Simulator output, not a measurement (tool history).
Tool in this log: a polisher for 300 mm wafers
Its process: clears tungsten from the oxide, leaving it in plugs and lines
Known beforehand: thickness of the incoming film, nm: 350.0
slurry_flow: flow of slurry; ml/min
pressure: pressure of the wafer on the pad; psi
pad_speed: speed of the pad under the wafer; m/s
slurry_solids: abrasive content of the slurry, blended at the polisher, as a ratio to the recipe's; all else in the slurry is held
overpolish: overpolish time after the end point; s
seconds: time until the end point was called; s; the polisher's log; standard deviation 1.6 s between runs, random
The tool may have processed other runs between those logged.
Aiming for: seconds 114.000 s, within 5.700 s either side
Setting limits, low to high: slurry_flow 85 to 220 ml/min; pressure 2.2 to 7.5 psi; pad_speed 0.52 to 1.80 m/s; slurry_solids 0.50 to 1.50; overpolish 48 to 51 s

run 1 hour=0.0 | slurry_flow=140 pressure=4.8 pad_speed=1.16 slurry_solids=1.00 overpolish=48 | seconds=63.375
run 2 hour=4.4 | slurry_flow=140 pressure=4.2 pad_speed=1.14 slurry_solids=1.00 overpolish=48 | seconds=74.213
run 3 hour=12.8 | slurry_flow=140 pressure=4.2 pad_speed=1.14 slurry_solids=1.15 overpolish=48 | seconds=73.921
run 4 hour=18.5 | slurry_flow=140 pressure=5.2 pad_speed=1.14 slurry_solids=1.15 overpolish=48 | seconds=58.036
run 5 hour=19.4 | slurry_flow=140 pressure=5.2 pad_speed=1.14 slurry_solids=1.00 overpolish=48 | seconds=60.488
run 6 hour=23.8 | slurry_flow=140 pressure=5.2 pad_speed=1.14 slurry_solids=1.00 overpolish=48 | seconds=60.529
run 7 hour=29.4 | slurry_flow=140 pressure=4.6 pad_speed=1.12 slurry_solids=1.00 overpolish=48 | seconds=70.906
run 8 hour=31.0 | slurry_flow=140 pressure=4.6 pad_speed=1.12 slurry_solids=1.00 overpolish=48 | seconds=70.107
run 9 hour=37.5 | slurry_flow=140 pressure=4.1 pad_speed=1.12 slurry_solids=1.00 overpolish=48 | seconds=74.593
run 10 hour=38.4 | slurry_flow=140 pressure=3.7 pad_speed=1.10 slurry_solids=1.00 overpolish=48 | seconds=85.446
run 11 hour=40.2 | slurry_flow=140 pressure=3.4 pad_speed=1.10 slurry_solids=1.00 overpolish=48 | seconds=93.754

Exercise: of the 5 proposed moves below, exactly one satisfies all targets within the stated allowed misses. Which move is it?
run A hour=42.0 | slurry_flow=150 pressure=2.7 pad_speed=0.88 slurry_solids=1.30 overpolish=51 | seconds=?
run B hour=42.0 | slurry_flow=195 pressure=3.0 pad_speed=0.82 slurry_solids=1.00 overpolish=48 | seconds=?
run C hour=42.0 | slurry_flow=145 pressure=2.8 pad_speed=0.96 slurry_solids=1.00 overpolish=48 | seconds=?
run D hour=42.0 | slurry_flow=140 pressure=3.7 pad_speed=0.80 slurry_solids=0.90 overpolish=51 | seconds=?
run E hour=42.0 | slurry_flow=170 pressure=3.7 pad_speed=1.46 slurry_solids=0.95 overpolish=48 | seconds=?

move=A seconds=131.580
move=B seconds=126.100
move=C seconds=123.930
move=D seconds=112.160
move=E seconds=65.476
A: moves the result that the last run missed by most past its target, out the other side
B: moves the result that the last run missed by most past its target, out the other side
C: moves the result that the last run missed by most past its target, out the other side
D: every result within its allowed miss
E: the biggest miss grows against the last run
The move that meets every target is D.

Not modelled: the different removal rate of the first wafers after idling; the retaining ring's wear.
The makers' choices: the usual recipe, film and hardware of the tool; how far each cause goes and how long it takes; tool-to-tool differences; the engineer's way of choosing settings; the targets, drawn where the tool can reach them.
